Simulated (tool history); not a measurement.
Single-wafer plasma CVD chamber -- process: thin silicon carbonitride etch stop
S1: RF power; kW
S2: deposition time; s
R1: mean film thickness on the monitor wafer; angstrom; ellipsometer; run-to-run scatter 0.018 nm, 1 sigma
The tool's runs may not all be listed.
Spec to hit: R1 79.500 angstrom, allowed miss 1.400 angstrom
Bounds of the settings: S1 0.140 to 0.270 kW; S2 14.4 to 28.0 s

{"run": 1, "hour": 0.0, "S1": 0.205, "S2": 21.2, "R1": 110.06}
{"run": 2, "hour": 6.8, "S1": 0.205, "S2": 20.0, "R1": 104.18}
{"run": 3, "hour": 15.0, "S1": 0.205, "S2": 22.8, "R1": 118.51}
{"run": 4, "hour": 19.1, "S1": 0.205, "S2": 21.0, "R1": 108.86}
{"run": 5, "hour": 21.7, "S1": 0.23, "S2": 21.0, "R1": 111.42}
{"run": 6, "hour": 24.6, "S1": 0.215, "S2": 21.0, "R1": 110.27}
{"run": 7, "hour": 33.4, "S1": 0.21, "S2": 20.4, "R1": 106.53}
{"run": 8, "hour": 39.8, "S1": 0.205, "S2": 19.8, "R1": 102.81}
{"run": 9, "hour": 43.7, "S1": 0.2, "S2": 19.3, "R1": 99.656}
{"run": 10, "hour": 50.1, "S1": 0.195, "S2": 18.9, "R1": 97.135}
{"run": 11, "hour": 56.9, "S1": 0.19, "S2": 18.6, "R1": 95.201}
{"run": 12, "hour": 60.5, "S1": 0.185, "S2": 18.3, "R1": 93.177}
{"run": 13, "hour": 68.1, "S1": 0.18, "S2": 18.0, "R1": 91.398}
{"run": 14, "hour": 70.9, "S1": 0.175, "S2": 17.8, "R1": 89.853}
{"run": 15, "hour": 75.0, "S1": 0.175, "S2": 17.6, "R1": 89.002}
{"run": 16, "hour": 80.1, "S1": 0.175, "S2": 17.4, "R1": 88.188}
{"run": 17, "hour": 81.0, "S1": 0.145, "S2": 15.7, "R1": 76.857}

Next run, 4 choices. One meets every target within its allowed miss, the rest don't. Which?
{"run": "A", "hour": 81.9, "S1": 0.15, "S2": 15.1, "R1": "?"}
{"run": "B", "hour": 81.9, "S1": 0.145, "S2": 15.0, "R1": "?"}
{"run": "C", "hour": 81.9, "S1": 0.14, "S2": 17.1, "R1": "?"}
{"run": "D", "hour": 81.9, "S1": 0.15, "S2": 16.1, "R1": "?"}

move=A R1=74.409
move=B R1=73.495
move=C R1=83.298
move=D R1=79.336
A: lands further from the targets than the last run did
B: lands further from the targets than the last run did
C: takes the result that was furthest off past its target
D: all results land within tolerance of their targets
D meets every target.
